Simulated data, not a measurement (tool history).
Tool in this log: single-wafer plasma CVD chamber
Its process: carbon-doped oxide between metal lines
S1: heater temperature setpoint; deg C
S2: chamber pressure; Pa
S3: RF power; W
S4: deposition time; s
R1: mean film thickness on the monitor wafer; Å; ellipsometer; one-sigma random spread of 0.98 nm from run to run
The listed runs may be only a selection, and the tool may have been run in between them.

{"run": 1, "hour": 0.0, "S1": 365, "S2": 885, "S3": 615, "S4": 33.3, "R1": 1917.1}
{"run": 2, "hour": 7.7, "S1": 365, "S2": 885, "S3": 615, "S4": 34.4, "R1": 1961.6}
{"run": 3, "hour": 10.7, "S1": 366, "S2": 873, "S3": 600, "S4": 34.3, "R1": 1941.8}
{"run": 4, "hour": 17.8, "S1": 370, "S2": 873, "S3": 600, "S4": 34.3, "R1": 1918.9}
{"run": 5, "hour": 21.8, "S1": 370, "S2": 873, "S3": 600, "S4": 34.4, "R1": 1926.7}
{"run": 6, "hour": 25.7, "S1": 366, "S2": 873, "S3": 600, "S4": 34.4, "R1": 1941.4}

For run 7, what comes out?
{"run": 7, "hour": 27.2, "S1": 367, "S2": 867, "S3": 585, "S4": 34.3, "R1": "?"}

R1: 1909.9 Å

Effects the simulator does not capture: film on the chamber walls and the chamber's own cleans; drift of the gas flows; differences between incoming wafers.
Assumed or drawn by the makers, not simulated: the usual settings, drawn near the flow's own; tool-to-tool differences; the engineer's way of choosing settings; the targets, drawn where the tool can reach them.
